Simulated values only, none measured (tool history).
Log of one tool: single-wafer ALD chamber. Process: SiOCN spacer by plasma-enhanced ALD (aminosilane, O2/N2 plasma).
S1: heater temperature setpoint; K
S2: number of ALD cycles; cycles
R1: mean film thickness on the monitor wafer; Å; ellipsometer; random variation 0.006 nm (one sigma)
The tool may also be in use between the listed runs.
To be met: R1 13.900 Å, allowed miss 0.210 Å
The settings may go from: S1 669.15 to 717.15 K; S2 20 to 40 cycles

run 1 day=0.000 | S1=693.15 S2=30 | R1=16.401
run 2 day=0.229 | S1=693.15 S2=32 | R1=17.620
run 3 day=0.504 | S1=698.15 S2=30 | R1=16.332
run 4 day=0.817 | S1=700.15 S2=29 | R1=15.607
run 5 day=0.917 | S1=703.15 S2=28 | R1=14.796
run 6 day=1.208 | S1=712.15 S2=28 | R1=14.329
run 7 day=1.325 | S1=713.15 S2=28 | R1=14.396
run 8 day=1.583 | S1=714.15 S2=28 | R1=14.172
run 9 day=1.779 | S1=715.15 S2=28 | R1=14.209
-- day=1.958 thermocouple changed; heater temperature recalibrated
run 10 day=1.958 | S1=716.15 S2=28 | R1=14.490

Which of these 4 next moves meets every target?
run A day=2.138 | S1=717.15 S2=26 | R1=?
run B day=2.138 | S1=696.15 S2=24 | R1=?
run C day=2.138 | S1=717.15 S2=27 | R1=?
run D day=2.138 | S1=716.15 S2=26 | R1=?

move=A R1=13.408
move=B R1=13.413
move=C R1=13.924
move=D R1=13.461
A: takes the result that was furthest off past its target
B: takes the result that was furthest off past its target
C: meets every target
D: takes the result that was furthest off past its target
The right move is C.

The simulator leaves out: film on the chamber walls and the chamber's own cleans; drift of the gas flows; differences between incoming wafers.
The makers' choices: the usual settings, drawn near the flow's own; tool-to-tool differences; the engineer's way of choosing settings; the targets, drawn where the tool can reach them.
